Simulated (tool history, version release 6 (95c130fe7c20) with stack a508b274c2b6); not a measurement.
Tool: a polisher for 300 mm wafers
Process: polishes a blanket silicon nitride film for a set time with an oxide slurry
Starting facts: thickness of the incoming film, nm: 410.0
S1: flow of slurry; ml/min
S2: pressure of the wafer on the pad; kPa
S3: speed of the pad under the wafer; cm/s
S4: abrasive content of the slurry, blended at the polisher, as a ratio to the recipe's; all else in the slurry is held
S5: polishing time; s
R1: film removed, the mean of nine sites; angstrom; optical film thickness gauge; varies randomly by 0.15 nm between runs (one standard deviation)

{"run": 1, "hour": 0.0, "S1": 190, "S2": 21.4, "S3": 106, "S4": 1, "S5": 42, "R1": 282.67}
{"run": 2, "hour": 4.1, "S1": 190, "S2": 17.9, "S3": 106, "S4": 1, "S5": 42, "R1": 242.14}
{"run": 3, "hour": 8.3, "S1": 185, "S2": 16.5, "S3": 106, "S4": 1, "S5": 42, "R1": 224.68}
{"run": 4, "hour": 13.6, "S1": 185, "S2": 11.7, "S3": 106, "S4": 1, "S5": 42, "R1": 165.86}
{"run": 5, "hour": 19.4, "S1": 155, "S2": 11.7, "S3": 106, "S4": 1, "S5": 42, "R1": 162.77}
{"hour": 21.5, "done": "head pressure recalibrated"}
{"run": 6, "hour": 21.5, "S1": 155, "S2": 9.7, "S3": 106, "S4": 1, "S5": 42, "R1": 129.23}

For run 7, what comes out?
{"run": 7, "hour": 26.9, "S1": 185, "S2": 10.3, "S3": 106, "S4": 1, "S5": 42, "R1": "?"}

{"run 7": {"R1": 140.4}}

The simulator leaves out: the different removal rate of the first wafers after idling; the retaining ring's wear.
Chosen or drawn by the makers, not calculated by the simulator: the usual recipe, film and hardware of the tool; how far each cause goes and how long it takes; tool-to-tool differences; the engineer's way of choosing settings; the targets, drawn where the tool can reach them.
